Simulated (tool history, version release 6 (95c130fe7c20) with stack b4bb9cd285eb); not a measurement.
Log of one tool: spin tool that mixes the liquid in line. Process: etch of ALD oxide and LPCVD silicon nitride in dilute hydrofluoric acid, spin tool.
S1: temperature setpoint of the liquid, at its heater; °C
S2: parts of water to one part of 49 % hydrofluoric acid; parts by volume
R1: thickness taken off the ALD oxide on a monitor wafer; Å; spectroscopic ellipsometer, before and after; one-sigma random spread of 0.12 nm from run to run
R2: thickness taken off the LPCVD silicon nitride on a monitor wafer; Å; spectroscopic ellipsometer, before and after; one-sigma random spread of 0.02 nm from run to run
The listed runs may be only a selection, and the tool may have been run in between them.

{"run": 1, "day": 0.0, "S1": 25.0, "S2": 90, "time under the liquid (s)": 65, "R1": 190.78, "R2": 3.4002}
{"run": 2, "day": 0.1, "S1": 25.0, "S2": 90, "time under the liquid (s)": 90, "R1": 266.4, "R2": 4.0352}
{"run": 3, "day": 0.271, "S1": 25.0, "S2": 90, "time under the liquid (s)": 70, "R1": 204.1, "R2": 3.2807}
{"run": 4, "day": 0.608, "S1": 23.5, "S2": 90, "time under the liquid (s)": 70, "R1": 194.47, "R2": 2.9369}
{"run": 5, "day": 0.833, "S1": 23.5, "S2": 95, "time under the liquid (s)": 70, "R1": 184.89, "R2": 3.2409}
{"run": 6, "day": 1.162, "S1": 23.5, "S2": 95, "time under the liquid (s)": 95, "R1": 251.35, "R2": 4.2302}

What will run 7 give?
{"run": 7, "day": 1.242, "S1": 22.5, "S2": 105, "time under the liquid (s)": 95, "R1": "?", "R2": "?"}

{"run 7": {"R1": 212.26, "R2": 3.7342}}
